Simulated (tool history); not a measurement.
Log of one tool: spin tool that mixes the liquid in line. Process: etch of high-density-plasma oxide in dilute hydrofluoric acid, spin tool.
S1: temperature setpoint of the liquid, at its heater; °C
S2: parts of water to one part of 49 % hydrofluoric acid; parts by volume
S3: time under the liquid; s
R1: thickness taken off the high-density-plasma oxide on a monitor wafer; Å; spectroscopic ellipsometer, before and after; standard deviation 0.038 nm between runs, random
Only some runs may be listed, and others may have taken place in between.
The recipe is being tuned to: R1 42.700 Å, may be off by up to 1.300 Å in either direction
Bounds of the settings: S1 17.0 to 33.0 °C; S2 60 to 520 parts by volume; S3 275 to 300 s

{"run": 1, "day": 0.0, "S1": 25.0, "S2": 290, "S3": 275, "R1": 57.889}
{"run": 2, "day": 0.171, "S1": 28.0, "S2": 290, "S3": 275, "R1": 63.313}
{"run": 3, "day": 0.358, "S1": 28.0, "S2": 290, "S3": 300, "R1": 70.225}
{"run": 4, "day": 0.612, "S1": 28.0, "S2": 380, "S3": 300, "R1": 48.779}
{"run": 5, "day": 0.858, "S1": 27.5, "S2": 380, "S3": 300, "R1": 47.787}
{"run": 6, "day": 0.908, "S1": 27.5, "S2": 280, "S3": 300, "R1": 72.169}
{"run": 7, "day": 1.1, "S1": 26.5, "S2": 290, "S3": 300, "R1": 65.585}
{"run": 8, "day": 1.292, "S1": 25.5, "S2": 295, "S3": 300, "R1": 62.856}
{"run": 9, "day": 1.529, "S1": 21.5, "S2": 345, "S3": 300, "R1": 45.26}
{"run": 10, "day": 1.838, "S1": 19.5, "S2": 350, "S3": 300, "R1": 40.691}

Exactly one of the 5 candidate moves below puts every result within its allowed miss. Which one?
{"run": "A", "day": 2.146, "S1": 21.5, "S2": 365, "S3": 290, "R1": "?"}
{"run": "B", "day": 2.146, "S1": 19.0, "S2": 350, "S3": 280, "R1": "?"}
{"run": "C", "day": 2.146, "S1": 20.5, "S2": 355, "S3": 285, "R1": "?"}
{"run": "D", "day": 2.146, "S1": 18.5, "S2": 355, "S3": 300, "R1": "?"}
{"run": "E", "day": 2.146, "S1": 22.0, "S2": 365, "S3": 300, "R1": "?"}

move=A R1=39.997
move=B R1=37.347
move=C R1=39.369
move=D R1=38.584
move=E R1=42.096
A: the biggest miss grows against the last run
B: the biggest miss grows against the last run
C: the biggest miss grows against the last run
D: the biggest miss grows against the last run
E: all results land within tolerance of their targets
Go with E: it meets all targets.
